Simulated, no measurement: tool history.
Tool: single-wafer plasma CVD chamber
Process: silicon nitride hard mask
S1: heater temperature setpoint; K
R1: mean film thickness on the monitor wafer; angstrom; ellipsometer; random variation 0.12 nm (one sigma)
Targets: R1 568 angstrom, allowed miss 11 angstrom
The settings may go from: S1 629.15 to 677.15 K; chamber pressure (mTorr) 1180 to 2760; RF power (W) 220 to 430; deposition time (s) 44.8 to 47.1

run 1 hour=0 | S1=653.15 chamber_pressure_(mTorr)=1970 RF_power_(W)=325 deposition_time_(s)=47.1 | R1=665.17
run 2 hour=1.1 | S1=646.15 chamber_pressure_(mTorr)=1970 RF_power_(W)=325 deposition_time_(s)=47.1 | R1=668.21
run 3 hour=6.4 | S1=650.15 chamber_pressure_(mTorr)=1970 RF_power_(W)=325 deposition_time_(s)=47.1 | R1=666.43
run 4 hour=9.8 | S1=650.15 chamber_pressure_(mTorr)=1670 RF_power_(W)=325 deposition_time_(s)=47.1 | R1=648.03
run 5 hour=17.7 | S1=650.15 chamber_pressure_(mTorr)=1640 RF_power_(W)=320 deposition_time_(s)=47 | R1=636.6
run 6 hour=19.3 | S1=650.15 chamber_pressure_(mTorr)=1640 RF_power_(W)=320 deposition_time_(s)=44.8 | R1=604.21
run 7 hour=19.9 | S1=650.15 chamber_pressure_(mTorr)=1610 RF_power_(W)=320 deposition_time_(s)=44.8 | R1=605.44
run 8 hour=21.6 | S1=650.15 chamber_pressure_(mTorr)=1580 RF_power_(W)=320 deposition_time_(s)=44.8 | R1=604.8
run 9 hour=30.4 | S1=650.15 chamber_pressure_(mTorr)=1550 RF_power_(W)=320 deposition_time_(s)=44.8 | R1=600.71
run 10 hour=38.1 | S1=650.15 chamber_pressure_(mTorr)=1520 RF_power_(W)=320 deposition_time_(s)=44.8 | R1=597.33
run 11 hour=39.8 | S1=650.15 chamber_pressure_(mTorr)=1490 RF_power_(W)=320 deposition_time_(s)=44.8 | R1=597.61
run 12 hour=44.8 | S1=650.15 chamber_pressure_(mTorr)=1220 RF_power_(W)=305 deposition_time_(s)=44.8 | R1=557.54

Which of these 5 next moves meets every target?
run A hour=49.8 | S1=655.15 chamber_pressure_(mTorr)=1200 RF_power_(W)=285 deposition_time_(s)=46.4 | R1=?
run B hour=49.8 | S1=639.15 chamber_pressure_(mTorr)=1250 RF_power_(W)=280 deposition_time_(s)=46.6 | R1=?
run C hour=49.8 | S1=655.15 chamber_pressure_(mTorr)=1250 RF_power_(W)=275 deposition_time_(s)=47.1 | R1=?
run D hour=49.8 | S1=654.15 chamber_pressure_(mTorr)=1510 RF_power_(W)=285 deposition_time_(s)=46.3 | R1=?
run E hour=49.8 | S1=655.15 chamber_pressure_(mTorr)=1450 RF_power_(W)=305 deposition_time_(s)=46.2 | R1=?

move=A R1=546.2
move=B R1=548.57
move=C R1=543.52
move=D R1=567.57
move=E R1=590.93
A: further off than the last run
B: further off than the last run
C: further off than the last run
D: meets every target
E: takes the result that was furthest off past its target
Answer: D
